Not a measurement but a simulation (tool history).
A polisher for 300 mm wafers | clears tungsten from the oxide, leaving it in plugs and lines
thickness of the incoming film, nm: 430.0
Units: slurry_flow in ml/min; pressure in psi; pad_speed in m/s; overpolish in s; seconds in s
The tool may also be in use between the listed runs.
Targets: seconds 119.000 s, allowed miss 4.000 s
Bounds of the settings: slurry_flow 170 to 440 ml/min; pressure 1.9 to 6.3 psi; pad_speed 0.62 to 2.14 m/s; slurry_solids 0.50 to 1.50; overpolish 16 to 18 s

{"run": 1, "hour": 0.0, "slurry_flow": 280, "pressure": 4.1, "pad_speed": 1.38, "slurry_solids": 1.0, "overpolish": 16, "seconds": 64.566}
{"run": 2, "hour": 5.5, "slurry_flow": 280, "pressure": 4.1, "pad_speed": 1.72, "slurry_solids": 1.0, "overpolish": 16, "seconds": 52.333}
{"run": 3, "hour": 7.2, "slurry_flow": 280, "pressure": 3.8, "pad_speed": 1.66, "slurry_solids": 1.0, "overpolish": 16, "seconds": 58.131}
{"run": 4, "hour": 12.2, "slurry_flow": 280, "pressure": 3.8, "pad_speed": 1.66, "slurry_solids": 0.8, "overpolish": 16, "seconds": 60.896}
{"run": 5, "hour": 13.0, "slurry_flow": 280, "pressure": 3.8, "pad_speed": 1.66, "slurry_solids": 0.8, "overpolish": 16, "seconds": 60.875}
{"run": 6, "hour": 20.7, "slurry_flow": 280, "pressure": 3.6, "pad_speed": 1.62, "slurry_solids": 0.8, "overpolish": 16, "seconds": 67.391}
{"run": 7, "hour": 29.4, "slurry_flow": 280, "pressure": 3.4, "pad_speed": 1.6, "slurry_solids": 0.8, "overpolish": 16, "seconds": 71.35}
{"run": 8, "hour": 30.4, "slurry_flow": 280, "pressure": 3.2, "pad_speed": 1.58, "slurry_solids": 0.8, "overpolish": 16, "seconds": 74.999}
{"run": 9, "hour": 32.1, "slurry_flow": 280, "pressure": 3.0, "pad_speed": 1.56, "slurry_solids": 0.8, "overpolish": 16, "seconds": 80.824}
{"run": 10, "hour": 33.3, "slurry_flow": 280, "pressure": 2.9, "pad_speed": 1.54, "slurry_solids": 0.8, "overpolish": 16, "seconds": 85.955}
{"run": 11, "hour": 37.3, "slurry_flow": 280, "pressure": 2.8, "pad_speed": 1.54, "slurry_solids": 0.8, "overpolish": 16, "seconds": 87.407}
{"run": 12, "hour": 43.6, "slurry_flow": 280, "pressure": 2.7, "pad_speed": 1.52, "slurry_solids": 0.8, "overpolish": 16, "seconds": 92.384}
{"run": 13, "hour": 50.8, "slurry_flow": 280, "pressure": 2.6, "pad_speed": 1.52, "slurry_solids": 0.8, "overpolish": 16, "seconds": 95.244}
{"run": 14, "hour": 53.6, "slurry_flow": 280, "pressure": 2.5, "pad_speed": 1.52, "slurry_solids": 0.8, "overpolish": 16, "seconds": 96.569}
{"run": 15, "hour": 58.4, "slurry_flow": 280, "pressure": 2.4, "pad_speed": 1.52, "slurry_solids": 0.8, "overpolish": 16, "seconds": 102.39}
{"run": 16, "hour": 62.9, "slurry_flow": 280, "pressure": 2.3, "pad_speed": 1.52, "slurry_solids": 0.8, "overpolish": 16, "seconds": 105.88}

4 next moves are on the table. One of them brings every result within its allowed miss. Which?
{"run": "A", "hour": 67.4, "slurry_flow": 240, "pressure": 2.6, "pad_speed": 1.2, "slurry_solids": 0.9, "overpolish": 18, "seconds": "?"}
{"run": "B", "hour": 67.4, "slurry_flow": 230, "pressure": 1.9, "pad_speed": 1.5, "slurry_solids": 0.95, "overpolish": 16, "seconds": "?"}
{"run": "C", "hour": 67.4, "slurry_flow": 285, "pressure": 3.0, "pad_speed": 1.54, "slurry_solids": 0.5, "overpolish": 16, "seconds": "?"}
{"run": "D", "hour": 67.4, "slurry_flow": 210, "pressure": 2.2, "pad_speed": 1.76, "slurry_solids": 1.1, "overpolish": 16, "seconds": "?"}

move=A seconds=116.980
move=B seconds=124.110
move=C seconds=91.036
move=D seconds=90.338
A: meets every target
B: takes the result that was furthest off past its target
C: further off than the last run
D: further off than the last run
The right move is A.

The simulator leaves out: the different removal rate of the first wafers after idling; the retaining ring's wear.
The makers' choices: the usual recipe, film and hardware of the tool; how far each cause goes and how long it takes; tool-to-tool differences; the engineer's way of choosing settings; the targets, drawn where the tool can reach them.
